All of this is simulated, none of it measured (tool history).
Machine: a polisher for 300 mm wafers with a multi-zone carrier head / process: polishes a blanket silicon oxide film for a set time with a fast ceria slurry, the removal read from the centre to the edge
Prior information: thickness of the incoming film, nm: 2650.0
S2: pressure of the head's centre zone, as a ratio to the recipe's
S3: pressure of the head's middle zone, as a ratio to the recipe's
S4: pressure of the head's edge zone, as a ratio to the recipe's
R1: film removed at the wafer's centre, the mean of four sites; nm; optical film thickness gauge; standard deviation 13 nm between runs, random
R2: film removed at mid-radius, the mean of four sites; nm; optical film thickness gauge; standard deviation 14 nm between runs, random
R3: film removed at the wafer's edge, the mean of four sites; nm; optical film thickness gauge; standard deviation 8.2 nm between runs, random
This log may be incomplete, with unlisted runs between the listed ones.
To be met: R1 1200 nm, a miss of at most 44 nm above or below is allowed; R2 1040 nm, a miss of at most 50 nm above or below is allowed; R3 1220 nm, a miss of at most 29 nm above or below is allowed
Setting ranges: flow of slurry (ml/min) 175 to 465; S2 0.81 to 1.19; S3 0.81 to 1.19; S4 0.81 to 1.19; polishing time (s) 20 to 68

{"run": 1, "hour": 0.0, "flow of slurry (ml/min)": 295, "S2": 1, "S3": 1, "S4": 1, "polishing time (s)": 44, "R1": 767.66, "R2": 778.29, "R3": 765.95}
{"run": 2, "hour": 8.9, "flow of slurry (ml/min)": 300, "S2": 1.01, "S3": 0.98, "S4": 1.04, "polishing time (s)": 48, "R1": 839.45, "R2": 847, "R3": 856.6}
{"run": 3, "hour": 10.0, "flow of slurry (ml/min)": 300, "S2": 1.01, "S3": 0.98, "S4": 1.07, "polishing time (s)": 48, "R1": 835.56, "R2": 825.64, "R3": 870.23}
{"run": 4, "hour": 17.0, "flow of slurry (ml/min)": 300, "S2": 1.01, "S3": 1.04, "S4": 1.07, "polishing time (s)": 48, "R1": 841.35, "R2": 875.12, "R3": 874.07}
{"run": 5, "hour": 18.6, "flow of slurry (ml/min)": 300, "S2": 1.01, "S3": 1.04, "S4": 1.07, "polishing time (s)": 54, "R1": 958.59, "R2": 1007.5, "R3": 970.88}
{"run": 6, "hour": 20.0, "flow of slurry (ml/min)": 310, "S2": 1.03, "S3": 1.01, "S4": 1.1, "polishing time (s)": 56, "R1": 1012.5, "R2": 1010.8, "R3": 1036.2}
{"run": 7, "hour": 26.3, "flow of slurry (ml/min)": 315, "S2": 1.05, "S3": 0.99, "S4": 1.12, "polishing time (s)": 57, "R1": 1050, "R2": 1000.5, "R3": 1055.8}
{"run": 8, "hour": 33.9, "flow of slurry (ml/min)": 320, "S2": 1.06, "S3": 0.97, "S4": 1.14, "polishing time (s)": 58, "R1": 1050, "R2": 1014, "R3": 1082.4}
{"run": 9, "hour": 41.4, "flow of slurry (ml/min)": 320, "S2": 1.08, "S3": 0.95, "S4": 1.15, "polishing time (s)": 59, "R1": 1103.7, "R2": 994.57, "R3": 1120.3}
{"run": 10, "hour": 44.5, "flow of slurry (ml/min)": 320, "S2": 1.09, "S3": 0.95, "S4": 1.16, "polishing time (s)": 60, "R1": 1137.2, "R2": 1030, "R3": 1147.5}
{"run": 11, "hour": 48.6, "flow of slurry (ml/min)": 320, "S2": 1.09, "S3": 0.94, "S4": 1.17, "polishing time (s)": 61, "R1": 1173.2, "R2": 1023.4, "R3": 1159.7}
{"run": 12, "hour": 49.5, "flow of slurry (ml/min)": 325, "S2": 1.09, "S3": 0.93, "S4": 1.17, "polishing time (s)": 61, "R1": 1174.4, "R2": 1042.3, "R3": 1171.6}
{"run": 13, "hour": 52.1, "flow of slurry (ml/min)": 345, "S2": 1.09, "S3": 0.87, "S4": 1.19, "polishing time (s)": 62, "R1": 1203.3, "R2": 978.29, "R3": 1198}

Of the 4 settings listed for the next run, only one would bring every result within its allowed miss of target. Which one?
{"run": "A", "hour": 54.7, "flow of slurry (ml/min)": 375, "S2": 1.11, "S3": 0.92, "S4": 1.11, "polishing time (s)": 61, "R1": "?", "R2": "?", "R3": "?"}
{"run": "B", "hour": 54.7, "flow of slurry (ml/min)": 435, "S2": 1.07, "S3": 0.91, "S4": 1.19, "polishing time (s)": 62, "R1": "?", "R2": "?", "R3": "?"}
{"run": "C", "hour": 54.7, "flow of slurry (ml/min)": 335, "S2": 1.15, "S3": 0.93, "S4": 1.1, "polishing time (s)": 60, "R1": "?", "R2": "?", "R3": "?"}
{"run": "D", "hour": 54.7, "flow of slurry (ml/min)": 320, "S2": 1.14, "S3": 0.87, "S4": 1.19, "polishing time (s)": 60, "R1": "?", "R2": "?", "R3": "?"}

move=A R1=1198.8 R2=1036.7 R3=1143.8
move=B R1=1188.7 R2=1056 R3=1215.7
move=C R1=1208.8 R2=1018.6 R3=1111.3
move=D R1=1191.9 R2=959.49 R3=1154.3
A: meets the target for the result that was furthest off, but another lies outside its allowed miss
B: all results land within tolerance of their targets
C: meets the target for the result that was furthest off, but another lies outside its allowed miss
D: the biggest miss grows against the last run
Correct choice: B, which meets every target
